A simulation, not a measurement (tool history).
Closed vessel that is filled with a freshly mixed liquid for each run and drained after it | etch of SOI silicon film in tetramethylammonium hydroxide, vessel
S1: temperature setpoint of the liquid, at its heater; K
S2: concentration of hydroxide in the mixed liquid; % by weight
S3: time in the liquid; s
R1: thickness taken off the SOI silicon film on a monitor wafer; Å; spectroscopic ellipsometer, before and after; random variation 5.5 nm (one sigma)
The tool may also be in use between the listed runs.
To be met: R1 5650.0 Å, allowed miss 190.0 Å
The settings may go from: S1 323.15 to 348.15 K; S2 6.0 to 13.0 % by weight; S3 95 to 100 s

{"run": 1, "hour": 0.0, "S1": 335.15, "S2": 9.0, "S3": 95, "R1": 4267.4}
{"run": 2, "hour": 8.2, "S1": 335.65, "S2": 9.0, "S3": 95, "R1": 4429.4}
{"run": 3, "hour": 11.3, "S1": 336.15, "S2": 9.0, "S3": 95, "R1": 4568.1}
{"run": 4, "hour": 18.7, "S1": 333.65, "S2": 9.0, "S3": 95, "R1": 3914.2}
{"run": 5, "hour": 25.4, "S1": 333.65, "S2": 10.5, "S3": 95, "R1": 3700.3}
{"run": 6, "hour": 29.1, "S1": 333.65, "S2": 10.5, "S3": 100, "R1": 3843.1}
{"run": 7, "hour": 31.9, "S1": 334.65, "S2": 10.5, "S3": 100, "R1": 4111.6}
{"run": 8, "hour": 40.5, "S1": 335.65, "S2": 10.5, "S3": 100, "R1": 4466.8}
{"run": 9, "hour": 41.7, "S1": 336.15, "S2": 10.5, "S3": 100, "R1": 4519.2}
{"run": 10, "hour": 47.7, "S1": 336.65, "S2": 10.5, "S3": 100, "R1": 4640.2}
{"run": 11, "hour": 50.0, "S1": 337.15, "S2": 10.5, "S3": 100, "R1": 4835.3}

5 next moves are on the table. One of them brings every result within its allowed miss. Which?
{"run": "A", "hour": 52.3, "S1": 337.65, "S2": 11.0, "S3": 95, "R1": "?"}
{"run": "B", "hour": 52.3, "S1": 338.65, "S2": 9.0, "S3": 100, "R1": "?"}
{"run": "C", "hour": 52.3, "S1": 337.65, "S2": 11.5, "S3": 95, "R1": "?"}
{"run": "D", "hour": 52.3, "S1": 341.15, "S2": 10.0, "S3": 100, "R1": "?"}
{"run": "E", "hour": 52.3, "S1": 341.15, "S2": 9.5, "S3": 95, "R1": "?"}

move=A R1=4695.0
move=B R1=5650.4
move=C R1=4618.1
move=D R1=6296.7
move=E R1=6107.9
A: further off than the last run
B: meets every target
C: further off than the last run
D: takes the result that was furthest off past its target
E: takes the result that was furthest off past its target
Move B is the one to make.
